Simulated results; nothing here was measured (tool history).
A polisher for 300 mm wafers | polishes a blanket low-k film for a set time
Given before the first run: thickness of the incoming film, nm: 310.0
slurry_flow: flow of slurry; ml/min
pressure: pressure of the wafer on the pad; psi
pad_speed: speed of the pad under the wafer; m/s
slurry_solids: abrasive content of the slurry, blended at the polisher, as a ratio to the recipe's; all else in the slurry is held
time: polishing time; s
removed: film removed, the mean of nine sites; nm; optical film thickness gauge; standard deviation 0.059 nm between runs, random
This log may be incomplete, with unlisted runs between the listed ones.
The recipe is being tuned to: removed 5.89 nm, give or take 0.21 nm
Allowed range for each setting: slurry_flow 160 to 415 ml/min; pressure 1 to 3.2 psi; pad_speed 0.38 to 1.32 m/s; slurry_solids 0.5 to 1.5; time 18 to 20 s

{"run": 1, "hour": 0.0, "slurry_flow": 265, "pressure": 2.1, "pad_speed": 0.84, "slurry_solids": 1, "time": 20, "removed": 9.4284}
{"run": 2, "hour": 1.4, "slurry_flow": 200, "pressure": 2.1, "pad_speed": 0.84, "slurry_solids": 1, "time": 20, "removed": 9.2034}
{"run": 3, "hour": 9.5, "slurry_flow": 200, "pressure": 2.1, "pad_speed": 0.84, "slurry_solids": 1.1, "time": 20, "removed": 9.6616}
{"run": 4, "hour": 10.7, "slurry_flow": 260, "pressure": 2.1, "pad_speed": 0.84, "slurry_solids": 1.1, "time": 20, "removed": 9.7722}
{"run": 5, "hour": 18.1, "slurry_flow": 260, "pressure": 1.8, "pad_speed": 0.84, "slurry_solids": 1.1, "time": 20, "removed": 8.5098}
{"run": 6, "hour": 22.0, "slurry_flow": 260, "pressure": 1.6, "pad_speed": 0.84, "slurry_solids": 1.1, "time": 20, "removed": 7.6177}
{"run": 7, "hour": 29.4, "slurry_flow": 260, "pressure": 1.5, "pad_speed": 0.84, "slurry_solids": 1.1, "time": 20, "removed": 7.2325}
{"run": 8, "hour": 33.6, "slurry_flow": 260, "pressure": 1.5, "pad_speed": 0.84, "slurry_solids": 1.1, "time": 20, "removed": 7.1325}
{"run": 9, "hour": 36.6, "slurry_flow": 260, "pressure": 1.4, "pad_speed": 0.84, "slurry_solids": 1.1, "time": 20, "removed": 6.6554}
{"run": 10, "hour": 41.0, "slurry_flow": 260, "pressure": 1.3, "pad_speed": 0.84, "slurry_solids": 1.1, "time": 20, "removed": 6.2996}
{"run": 11, "hour": 42.8, "slurry_flow": 255, "pressure": 1.3, "pad_speed": 0.84, "slurry_solids": 1.1, "time": 20, "removed": 6.2013}
{"run": 12, "hour": 47.8, "slurry_flow": 250, "pressure": 1.3, "pad_speed": 0.84, "slurry_solids": 1.1, "time": 20, "removed": 6.2389}
{"run": 13, "hour": 49.4, "slurry_flow": 245, "pressure": 1.3, "pad_speed": 0.84, "slurry_solids": 1.1, "time": 20, "removed": 6.165}
{"run": 14, "hour": 51.4, "slurry_flow": 240, "pressure": 1.3, "pad_speed": 0.84, "slurry_solids": 1.1, "time": 20, "removed": 6.19}
{"run": 15, "hour": 53.4, "slurry_flow": 235, "pressure": 1.3, "pad_speed": 0.84, "slurry_solids": 1.1, "time": 20, "removed": 6.2107}
{"run": 16, "hour": 58.2, "slurry_flow": 230, "pressure": 1.3, "pad_speed": 0.84, "slurry_solids": 1.1, "time": 20, "removed": 6.071}
{"run": 17, "hour": 64.6, "slurry_flow": 225, "pressure": 1.3, "pad_speed": 0.84, "slurry_solids": 1.1, "time": 20, "removed": 6.1683}
{"run": 18, "hour": 67.2, "slurry_flow": 220, "pressure": 1.3, "pad_speed": 0.84, "slurry_solids": 1.1, "time": 20, "removed": 6.214}

Of the 4 settings listed for the next run, only one would bring every result within its allowed miss of target. Which one?
{"run": "A", "hour": 69.8, "slurry_flow": 200, "pressure": 1.3, "pad_speed": 0.9, "slurry_solids": 1.2, "time": 20, "removed": "?"}
{"run": "B", "hour": 69.8, "slurry_flow": 240, "pressure": 1.2, "pad_speed": 0.88, "slurry_solids": 1.2, "time": 19, "removed": "?"}
{"run": "C", "hour": 69.8, "slurry_flow": 285, "pressure": 1.5, "pad_speed": 0.82, "slurry_solids": 1.15, "time": 18, "removed": "?"}
{"run": "D", "hour": 69.8, "slurry_flow": 190, "pressure": 1.5, "pad_speed": 0.9, "slurry_solids": 1, "time": 20, "removed": "?"}

move=A removed=6.728
move=B removed=5.9029
move=C removed=6.5082
move=D removed=7.1083
A: its largest miss is bigger than the last run's
B: in spec on every target
C: its largest miss is bigger than the last run's
D: its largest miss is bigger than the last run's
B meets every target.
